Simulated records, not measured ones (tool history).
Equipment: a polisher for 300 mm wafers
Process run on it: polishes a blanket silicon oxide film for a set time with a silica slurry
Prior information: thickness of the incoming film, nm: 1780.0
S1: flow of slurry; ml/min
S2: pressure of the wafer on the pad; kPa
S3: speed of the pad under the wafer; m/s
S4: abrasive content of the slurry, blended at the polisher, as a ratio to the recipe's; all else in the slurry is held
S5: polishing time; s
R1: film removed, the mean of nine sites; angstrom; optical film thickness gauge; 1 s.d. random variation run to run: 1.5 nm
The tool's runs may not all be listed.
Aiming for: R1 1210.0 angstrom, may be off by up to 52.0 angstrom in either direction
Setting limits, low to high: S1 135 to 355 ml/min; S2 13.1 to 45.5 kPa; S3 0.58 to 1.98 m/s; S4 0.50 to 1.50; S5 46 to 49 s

Run 1, hour 0.0: S1 225 ml/min, S2 29.0 kPa, S3 1.28 m/s, S4 1.00, S5 46 s. Result: R1 1489.9 angstrom.
Run 2, hour 5.9: S1 225 ml/min, S2 27.6 kPa, S3 1.28 m/s, S4 1.00, S5 46 s. Result: R1 1436.1 angstrom.
Run 3, hour 8.5: S1 180 ml/min, S2 27.6 kPa, S3 1.28 m/s, S4 1.00, S5 46 s. Result: R1 1403.7 angstrom.
Run 4, hour 9.1: S1 180 ml/min, S2 26.2 kPa, S3 1.28 m/s, S4 1.00, S5 46 s. Result: R1 1333.6 angstrom.
Run 5, hour 14.9: S1 180 ml/min, S2 26.2 kPa, S3 1.28 m/s, S4 1.00, S5 49 s. Result: R1 1428.4 angstrom.
Run 6, hour 21.9: S1 180 ml/min, S2 26.2 kPa, S3 1.28 m/s, S4 1.10, S5 49 s. Result: R1 1456.2 angstrom.
Run 7, hour 23.6: S1 180 ml/min, S2 24.8 kPa, S3 1.28 m/s, S4 1.10, S5 49 s. Result: R1 1409.3 angstrom.
Run 8, hour 28.8: S1 180 ml/min, S2 23.4 kPa, S3 1.28 m/s, S4 1.10, S5 49 s. Result: R1 1332.3 angstrom.
Run 9, hour 33.9: S1 180 ml/min, S2 22.8 kPa, S3 1.28 m/s, S4 1.10, S5 49 s. Result: R1 1304.5 angstrom.
Run 10, hour 36.1: S1 180 ml/min, S2 22.1 kPa, S3 1.28 m/s, S4 1.10, S5 49 s. Result: R1 1288.4 angstrom.

Exercise: of the 4 proposed moves below, exactly one satisfies all targets within the stated allowed misses. Which move is it?
Run A, hour 38.3: S1 175 ml/min, S2 26.9 kPa, S3 1.12 m/s, S4 1.20, S5 46 s. Result: R1 ?.
Run B, hour 38.3: S1 195 ml/min, S2 22.1 kPa, S3 1.24 m/s, S4 0.95, S5 46 s. Result: R1 ?.
Run C, hour 38.3: S1 135 ml/min, S2 20.0 kPa, S3 1.48 m/s, S4 1.15, S5 46 s. Result: R1 ?.
Run D, hour 38.3: S1 180 ml/min, S2 21.4 kPa, S3 1.22 m/s, S4 1.00, S5 48 s. Result: R1 ?.

move      R1
   A  1363.4
   B  1093.3
   C  1217.7
   D  1115.5
A: its largest miss is bigger than the last run's
B: moves the result that the last run missed by most past its target, out the other side
C: meets every target
D: moves the result that the last run missed by most past its target, out the other side
Go with C: it meets all targets.
